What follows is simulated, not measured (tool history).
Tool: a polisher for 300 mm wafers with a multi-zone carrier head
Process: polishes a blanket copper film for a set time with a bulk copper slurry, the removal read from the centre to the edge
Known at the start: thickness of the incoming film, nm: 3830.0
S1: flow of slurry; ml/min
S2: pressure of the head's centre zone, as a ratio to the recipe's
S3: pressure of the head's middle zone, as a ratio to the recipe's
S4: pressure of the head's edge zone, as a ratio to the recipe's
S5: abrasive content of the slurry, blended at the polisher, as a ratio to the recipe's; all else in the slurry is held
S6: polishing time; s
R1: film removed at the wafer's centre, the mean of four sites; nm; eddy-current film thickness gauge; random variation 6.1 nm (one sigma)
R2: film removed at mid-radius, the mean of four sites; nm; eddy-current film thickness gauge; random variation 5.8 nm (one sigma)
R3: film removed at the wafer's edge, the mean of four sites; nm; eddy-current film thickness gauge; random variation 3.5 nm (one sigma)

Run 1, hour 0.0: S1 200 ml/min, S2 1.00, S3 1.00, S4 1.00, S5 1.00, S6 71 s. Result: R1 733.10 nm, R2 757.88 nm, R3 748.92 nm.
Run 2, hour 6.4: S1 195 ml/min, S2 0.99, S3 0.99, S4 0.97, S5 0.85, S6 63 s. Result: R1 612.47 nm, R2 644.82 nm, R3 627.59 nm.
Run 3, hour 10.2: S1 195 ml/min, S2 0.93, S3 0.99, S4 0.97, S5 0.85, S6 63 s. Result: R1 576.68 nm, R2 643.77 nm, R3 623.96 nm.
Run 4, hour 18.6: S1 195 ml/min, S2 0.93, S3 1.03, S4 0.97, S5 0.85, S6 63 s. Result: R1 578.52 nm, R2 665.70 nm, R3 629.59 nm.
Run 5, hour 26.0: S1 190 ml/min, S2 0.94, S3 1.00, S4 0.94, S5 0.75, S6 58 s. Result: R1 530.49 nm, R2 563.23 nm, R3 554.27 nm.
Run 6, hour 29.1: S1 190 ml/min, S2 0.93, S3 1.01, S4 0.91, S5 0.70, S6 55 s. Result: R1 477.37 nm, R2 539.43 nm, R3 501.14 nm.
Run 7, hour 38.2: S1 185 ml/min, S2 0.93, S3 0.99, S4 0.89, S5 0.65, S6 54 s. Result: R1 473.21 nm, R2 507.83 nm, R3 478.56 nm.
Run 8, hour 39.2: S1 180 ml/min, S2 0.92, S3 0.97, S4 0.87, S5 0.60, S6 54 s. Result: R1 442.73 nm, R2 490.21 nm, R3 473.86 nm.
Run 9, hour 43.8: S1 180 ml/min, S2 0.94, S3 0.97, S4 0.85, S5 0.55, S6 53 s. Result: R1 439.92 nm, R2 472.14 nm, R3 448.66 nm.

Forecast run 10:
Run 10, hour 52.9: S1 175 ml/min, S2 0.95, S3 0.96, S4 0.84, S5 0.55, S6 52 s. Result: R1 ?, R2 ?, R3 ?.

{"run 10": {"R1": 429.48, "R2": 466.73, "R3": 439.54}}

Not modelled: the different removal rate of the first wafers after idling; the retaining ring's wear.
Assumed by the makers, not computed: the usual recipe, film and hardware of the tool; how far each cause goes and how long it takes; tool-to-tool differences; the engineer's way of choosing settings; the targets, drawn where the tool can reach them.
